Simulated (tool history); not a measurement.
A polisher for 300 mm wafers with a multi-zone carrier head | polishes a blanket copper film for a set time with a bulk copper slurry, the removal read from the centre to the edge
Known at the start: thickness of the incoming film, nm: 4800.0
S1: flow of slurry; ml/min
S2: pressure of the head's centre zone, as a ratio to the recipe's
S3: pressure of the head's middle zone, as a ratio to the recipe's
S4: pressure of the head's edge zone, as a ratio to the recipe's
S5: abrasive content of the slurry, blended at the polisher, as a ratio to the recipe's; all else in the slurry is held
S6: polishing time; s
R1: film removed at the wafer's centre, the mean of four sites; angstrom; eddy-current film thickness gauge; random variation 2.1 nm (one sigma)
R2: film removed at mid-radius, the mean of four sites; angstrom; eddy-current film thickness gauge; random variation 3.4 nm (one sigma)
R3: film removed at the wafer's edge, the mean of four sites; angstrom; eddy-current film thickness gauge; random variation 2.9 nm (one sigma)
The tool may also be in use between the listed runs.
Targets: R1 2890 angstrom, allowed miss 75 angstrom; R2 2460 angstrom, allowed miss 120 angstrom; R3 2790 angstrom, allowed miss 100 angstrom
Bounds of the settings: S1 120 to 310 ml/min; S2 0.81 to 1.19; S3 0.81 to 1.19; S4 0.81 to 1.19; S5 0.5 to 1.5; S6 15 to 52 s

run  hour   S1    S2    S3    S4    S5  S6      R1      R2      R3
  1     0  200     1     1     1     1  33  3022.7  3065.2  3095.8
  2   7.8  200     1     1  1.08     1  33  3061.4  3085.6  3203.7
  3  11.6  200     1     1  1.08     1  25  2276.1  2335.5  2424.4
  4  15.8  205  1.01  0.99  1.09  1.05  25    2347  2362.9  2488.8
  5  19.3  205  1.01  0.99  1.09  1.05  28  2608.1    2611  2773.9
  6  27.9  255  1.01  0.99  1.09  1.05  28  2718.1  2769.2  2821.1
  7  30.3  255  1.02  0.98  1.09  1.05  28  2752.7  2650.1  2819.3
  8    39  255  1.03  0.97  1.09  1.05  28  2790.1    2669  2795.4
  9  40.5  255  1.03  0.96  1.09  1.05  28  2776.2  2670.8  2791.8
 10  49.5  255  1.04  0.95   1.1  1.05  28  2805.6  2623.7  2793.2

Which of these 4 next moves meets every target?
  A  58.5  250   1.1  0.91  1.11   1.1  27   ?   ?   ?
  B  58.5  225  1.03  0.94  0.95     1  30   ?   ?   ?
  C  58.5  230  1.04  0.89  1.18   1.1  27   ?   ?   ?
  D  58.5  310  1.05  1.09  1.01  0.95  29   ?   ?   ?

move      R1      R2      R3
   A  2883.3  2474.2  2799.1
   B  2889.9  2727.6  2789.7
   C  2692.2  2403.6  2866.3
   D  2936.9  3064.8  2817.4
A: meets every target
B: further off than the last run
C: brings the result that was furthest off to its target, and leaves another outside
D: further off than the last run
Answer: A

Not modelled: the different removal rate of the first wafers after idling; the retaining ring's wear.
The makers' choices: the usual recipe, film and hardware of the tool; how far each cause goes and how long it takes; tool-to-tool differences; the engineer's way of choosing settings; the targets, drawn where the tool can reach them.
